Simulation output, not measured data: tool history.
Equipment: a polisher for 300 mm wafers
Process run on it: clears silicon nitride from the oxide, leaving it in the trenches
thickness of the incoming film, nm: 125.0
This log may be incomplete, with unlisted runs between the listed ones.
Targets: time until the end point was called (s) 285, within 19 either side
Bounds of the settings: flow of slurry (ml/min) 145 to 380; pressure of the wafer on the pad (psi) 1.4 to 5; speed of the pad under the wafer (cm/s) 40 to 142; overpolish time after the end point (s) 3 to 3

| run | day | flow of slurry (ml/min) | pressure of the wafer on the pad (psi) | speed of the pad under the wafer (cm/s) | overpolish time after the end point (s) | time until the end point was called (s) |
|---|---|---|---|---|---|---|
| 1 | 0 | 245 | 3.2 | 90 | 3 | 141.48 |
| 2 | 0.296 | 280 | 3.2 | 90 | 3 | 143.03 |
| 3 | 0.562 | 255 | 3.2 | 90 | 3 | 139.12 |
| 4 | 0.75 | 255 | 2.7 | 84 | 3 | 179.82 |
| 5 | 1.042 | 255 | 2.3 | 82 | 3 | 213.16 |
| 6 | 1.412 | 220 | 2.3 | 82 | 3 | 222.12 |
| 7 | 1.704 | 220 | 2.1 | 82 | 3 | 234.87 |
| 8 | 1.746 | 220 | 1.5 | 78 | 3 | 333.75 |
| 9 | 1.983 | 220 | 1.6 | 78 | 3 | 322.05 |
| 10 | 2.296 | 220 | 1.7 | 78 | 3 | 307.98 |

Which one of the following 4 next-run settings gets every result inside its allowed miss? There is exactly one.
| A | 2.608 | 185 | 1.4 | 88 | 3 | ? |
| B | 2.608 | 230 | 1.6 | 74 | 3 | ? |
| C | 2.608 | 245 | 1.8 | 80 | 3 | ? |
| D | 2.608 | 185 | 1.5 | 84 | 3 | ? |

| move | time until the end point was called (s) |
|---|---|
| A | 330.81 |
| B | 334.23 |
| C | 275.19 |
| D | 324.41 |
A: misses by more than the last run did
B: misses by more than the last run did
C: meets every target
D: misses by more than the last run did
Move C is the one to make.

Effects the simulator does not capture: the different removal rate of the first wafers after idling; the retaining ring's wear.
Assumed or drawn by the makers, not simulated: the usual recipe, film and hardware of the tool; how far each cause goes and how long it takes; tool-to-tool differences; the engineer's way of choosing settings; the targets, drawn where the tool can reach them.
